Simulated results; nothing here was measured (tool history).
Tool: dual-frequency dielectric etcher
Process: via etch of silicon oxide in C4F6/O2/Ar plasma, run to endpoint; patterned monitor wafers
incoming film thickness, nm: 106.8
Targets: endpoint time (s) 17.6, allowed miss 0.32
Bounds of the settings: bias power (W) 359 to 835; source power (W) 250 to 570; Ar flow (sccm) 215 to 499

| run | day | bias power (W) | source power (W) | Ar flow (sccm) | endpoint time (s) |
|---|---|---|---|---|---|
| 1 | 0 | 597 | 410 | 357 | 21.445 |
| 2 | 0.138 | 597 | 410 | 380 | 21.624 |
| 3 | 0.433 | 597 | 360 | 380 | 23.171 |
| 4 | 0.558 | 655 | 390 | 375 | 21.108 |
| 5 | 0.804 | 701 | 400 | 373 | 20.053 |
| 6 | 0.975 | 701 | 400 | 400 | 20.355 |
| 7 | 1.1 | 735 | 410 | 398 | 19.513 |
| 8 | 1.425 | 761 | 420 | 397 | 18.93 |
| 9 | 1.462 | 780 | 420 | 396 | 18.945 |
|  | 1.492 | bias power generator calibrated |
| 10 | 1.492 | 795 | 430 | 394 | 18.829 |
| 11 | 1.688 | 806 | 450 | 394 | 18.416 |
| 12 | 2.004 | 814 | 460 | 392 | 17.885 |
| 13 | 2.112 | 819 | 460 | 392 | 17.921 |
| 14 | 2.479 | 823 | 460 | 392 | 18.055 |

5 next moves are on the table. One of them brings every result within its allowed miss. Which?
| A | 2.846 | 778 | 510 | 406 | ? |
| B | 2.846 | 749 | 460 | 381 | ? |
| C | 2.846 | 782 | 430 | 346 | ? |
| D | 2.846 | 711 | 500 | 410 | ? |
| E | 2.846 | 733 | 470 | 395 | ? |

| move | endpoint time (s) |
|---|---|
| A | 17.762 |
| B | 18.831 |
| C | 18.832 |
| D | 18.745 |
| E | 18.915 |
A: meets every target
B: further off than the last run
C: further off than the last run
D: further off than the last run
E: further off than the last run
Answer: A
